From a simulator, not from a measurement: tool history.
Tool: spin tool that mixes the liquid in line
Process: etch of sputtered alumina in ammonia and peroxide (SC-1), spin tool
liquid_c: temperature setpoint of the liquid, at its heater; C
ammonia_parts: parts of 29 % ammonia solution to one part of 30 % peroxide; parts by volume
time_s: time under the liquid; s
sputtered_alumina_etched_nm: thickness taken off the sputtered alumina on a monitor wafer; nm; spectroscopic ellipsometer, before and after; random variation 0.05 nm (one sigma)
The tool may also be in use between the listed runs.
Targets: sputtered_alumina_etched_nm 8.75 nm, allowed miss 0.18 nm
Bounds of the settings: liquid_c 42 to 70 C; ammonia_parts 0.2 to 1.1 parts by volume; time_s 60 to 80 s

Run 1, hour 0: liquid_c 58 C, ammonia_parts 0.6 parts by volume, time_s 80 s. Result: sputtered_alumina_etched_nm 5.0208 nm.
Run 2, hour 1.5: liquid_c 60 C, ammonia_parts 0.6 parts by volume, time_s 80 s. Result: sputtered_alumina_etched_nm 5.5714 nm.
Run 3, hour 7.1: liquid_c 61.5 C, ammonia_parts 0.6 parts by volume, time_s 80 s. Result: sputtered_alumina_etched_nm 6.0729 nm.
Run 4, hour 14.1: liquid_c 57.5 C, ammonia_parts 0.6 parts by volume, time_s 80 s. Result: sputtered_alumina_etched_nm 4.9478 nm.
Run 5, hour 15.5: liquid_c 54.5 C, ammonia_parts 0.6 parts by volume, time_s 80 s. Result: sputtered_alumina_etched_nm 4.1853 nm.
Run 6, hour 19.2: liquid_c 57 C, ammonia_parts 0.6 parts by volume, time_s 80 s. Result: sputtered_alumina_etched_nm 4.8387 nm.
Run 7, hour 26.9: liquid_c 57 C, ammonia_parts 0.6 parts by volume, time_s 80 s. Result: sputtered_alumina_etched_nm 4.801 nm.
Run 8, hour 30.6: liquid_c 59 C, ammonia_parts 0.6 parts by volume, time_s 80 s. Result: sputtered_alumina_etched_nm 5.3423 nm.
Run 9, hour 39.3: liquid_c 59 C, ammonia_parts 0.6 parts by volume, time_s 80 s. Result: sputtered_alumina_etched_nm 5.3042 nm.
Run 10, hour 41.9: liquid_c 60.5 C, ammonia_parts 0.6 parts by volume, time_s 80 s. Result: sputtered_alumina_etched_nm 5.7169 nm.
Run 11, hour 47.8: liquid_c 62 C, ammonia_parts 0.6 parts by volume, time_s 80 s. Result: sputtered_alumina_etched_nm 6.2108 nm.
Run 12, hour 52.7: liquid_c 63 C, ammonia_parts 0.6 parts by volume, time_s 80 s. Result: sputtered_alumina_etched_nm 6.5046 nm.

5 next moves are on the table. One of them brings every result within its allowed miss. Which?
Run A, hour 57.6: liquid_c 67.5 C, ammonia_parts 0.55 parts by volume, time_s 80 s. Result: sputtered_alumina_etched_nm ?.
Run B, hour 57.6: liquid_c 70 C, ammonia_parts 0.7 parts by volume, time_s 80 s. Result: sputtered_alumina_etched_nm ?.
Run C, hour 57.6: liquid_c 57.5 C, ammonia_parts 0.5 parts by volume, time_s 80 s. Result: sputtered_alumina_etched_nm ?.
Run D, hour 57.6: liquid_c 60.5 C, ammonia_parts 0.6 parts by volume, time_s 60 s. Result: sputtered_alumina_etched_nm ?.
Run E, hour 57.6: liquid_c 69 C, ammonia_parts 0.6 parts by volume, time_s 80 s. Result: sputtered_alumina_etched_nm ?.

move  sputtered_alumina_etched_nm
   A                       8.0798
   B                       9.3287
   C                       4.8327
   D                       4.3062
   E                       8.7619
A: nearer than the last run, and not there yet
B: takes the result that was furthest off past its target
C: further off than the last run
D: further off than the last run
E: meets every target
Answer: E
